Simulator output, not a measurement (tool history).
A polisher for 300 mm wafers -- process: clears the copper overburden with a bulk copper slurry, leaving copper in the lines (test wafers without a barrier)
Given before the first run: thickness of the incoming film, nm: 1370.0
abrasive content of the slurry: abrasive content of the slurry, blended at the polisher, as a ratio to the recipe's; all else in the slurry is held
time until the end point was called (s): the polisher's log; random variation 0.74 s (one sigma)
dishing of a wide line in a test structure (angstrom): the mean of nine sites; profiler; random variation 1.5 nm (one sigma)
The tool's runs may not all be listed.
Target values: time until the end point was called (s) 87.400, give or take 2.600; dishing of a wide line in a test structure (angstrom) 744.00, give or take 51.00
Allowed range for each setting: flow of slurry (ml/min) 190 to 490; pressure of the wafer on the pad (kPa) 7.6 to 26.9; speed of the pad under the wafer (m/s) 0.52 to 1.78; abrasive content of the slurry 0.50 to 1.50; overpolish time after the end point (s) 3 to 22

run    day  flow of slurry (ml/min)  pressure of the wafer on the pad (kPa)  speed of the pad under the wafer (m/s)  abrasive content of the slurry  overpolish time after the end point (s)  time until the end point was called (s)  dishing of a wide line in a test structure (angstrom)
  1  0.000                      315                                    17.2                                    1.14                            1.00                                       11                                  129.910                                                 670.28
  2  0.208                      315                                    17.2                                    1.14                            0.90                                       11                                  136.440                                                 699.85
  3  0.467                      315                                    18.6                                    1.14                            0.90                                       10                                  128.630                                                 669.86
  4  0.712                      315                                    18.6                                    1.14                            0.90                                        7                                  127.650                                                 512.94
  5  1.042                      315                                    18.6                                    1.14                            0.90                                       12                                  126.030                                                 754.73
  6  1.404                      315                                    18.6                                    1.14                            0.80                                       12                                  130.060                                                 757.24
  7  1.750                      330                                    23.4                                    1.16                            0.90                                        6                                  103.850                                                 539.52
  8  2.083                      330                                    24.1                                    1.16                            0.90                                        7                                  102.910                                                 615.16
  9  2.458                      330                                    24.8                                    1.18                            0.90                                        7                                   98.788                                                 615.68
 10  2.754                      330                                    25.5                                    1.20                            0.90                                        7                                   93.849                                                 635.70
 11  2.917                      330                                    26.2                                    1.22                            0.90                                        8                                   91.728                                                 737.97

Of the 5 settings listed for the next run, only one would bring every result within its allowed miss of target. Which one?
  A  3.079                      320                                    25.5                                    1.20                            0.85                                        9                                        ?                                                      ?
  B  3.079                      345                                    24.8                                    1.16                            0.95                                       11                                        ?                                                      ?
  C  3.079                      305                                    20.7                                    1.36                            1.10                                        9                                        ?                                                      ?
  D  3.079                      350                                    26.9                                    1.14                            0.95                                        8                                        ?                                                      ?
  E  3.079                      235                                    26.9                                    1.20                            1.20                                        8                                        ?                                                      ?

move  time until the end point was called (s)  dishing of a wide line in a test structure (angstrom)
   A                                   96.756                                                 756.98
   B                                   99.634                                                 842.57
   C                                   96.451                                                 747.18
   D                                   94.991                                                 710.02
   E                                   88.966                                                 742.63
A: misses by more than the last run did
B: misses by more than the last run did
C: misses by more than the last run did
D: misses by more than the last run did
E: in spec on every target
Correct choice: E, which meets every target
